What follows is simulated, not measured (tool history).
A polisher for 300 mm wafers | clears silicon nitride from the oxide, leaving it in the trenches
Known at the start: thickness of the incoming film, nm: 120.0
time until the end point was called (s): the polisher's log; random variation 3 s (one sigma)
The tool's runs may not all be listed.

run    day  flow of slurry (ml/min)  pressure of the wafer on the pad (psi)  speed of the pad under the wafer (m/s)  overpolish time after the end point (s)  time until the end point was called (s)
  1  0.000                      220                                     2.9                                    0.98                                        6                                   121.46
  2  0.067                      220                                     2.7                                    0.98                                        6                                   128.46
  3  0.300                      220                                     2.7                                    0.84                                        6                                   148.61
  4  0.425                      220                                     3.3                                    0.84                                        6                                   119.88
  5  0.558                      170                                     3.3                                    0.84                                        6                                   127.47
  6  0.688                      170                                     3.3                                    0.94                                        6                                   112.55

The next listed run, before its measurement:
  7  0.871                      170                                     3.1                                    0.94                                        6                                        ?

Run 7 gave time until the end point was called (s) 118.16.
